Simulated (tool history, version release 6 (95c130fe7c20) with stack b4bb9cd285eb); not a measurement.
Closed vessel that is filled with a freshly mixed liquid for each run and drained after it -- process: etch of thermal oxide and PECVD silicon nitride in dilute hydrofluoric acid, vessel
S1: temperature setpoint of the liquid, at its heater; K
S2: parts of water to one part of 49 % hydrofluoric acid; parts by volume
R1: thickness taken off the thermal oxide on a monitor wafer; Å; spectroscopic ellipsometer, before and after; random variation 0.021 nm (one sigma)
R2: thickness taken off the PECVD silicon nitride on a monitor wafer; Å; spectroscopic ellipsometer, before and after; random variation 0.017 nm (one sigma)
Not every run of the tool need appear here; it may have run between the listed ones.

run 1 hour=0 | S1=297.15 S2=40 time_in_the_liquid_(s)=60 | R1=74.358 R2=30.03
run 2 hour=5 | S1=296.65 S2=40 time_in_the_liquid_(s)=60 | R1=73.04 R2=29.453
run 3 hour=6.1 | S1=296.15 S2=40 time_in_the_liquid_(s)=60 | R1=71.558 R2=28.128
run 4 hour=10.5 | S1=299.65 S2=40 time_in_the_liquid_(s)=60 | R1=82.98 R2=35.514
run 5 hour=12 | S1=299.65 S2=40 time_in_the_liquid_(s)=35 | R1=48.276 R2=20.601
run 6 hour=14.4 | S1=301.15 S2=40 time_in_the_liquid_(s)=35 | R1=51.584 R2=23.132
run 7 hour=21.6 | S1=300.65 S2=40 time_in_the_liquid_(s)=35 | R1=50.239 R2=22.349
run 8 hour=26.6 | S1=300.65 S2=40 time_in_the_liquid_(s)=35 | R1=50.356 R2=22.301
run 9 hour=29.9 | S1=300.15 S2=40 time_in_the_liquid_(s)=35 | R1=49.485 R2=21.46

Expected results for the next run?
run 10 hour=31.7 | S1=299.65 S2=40 time_in_the_liquid_(s)=35 | R1=? R2=?

{"run 10": {"R1": 48.263, "R2": 20.794}}

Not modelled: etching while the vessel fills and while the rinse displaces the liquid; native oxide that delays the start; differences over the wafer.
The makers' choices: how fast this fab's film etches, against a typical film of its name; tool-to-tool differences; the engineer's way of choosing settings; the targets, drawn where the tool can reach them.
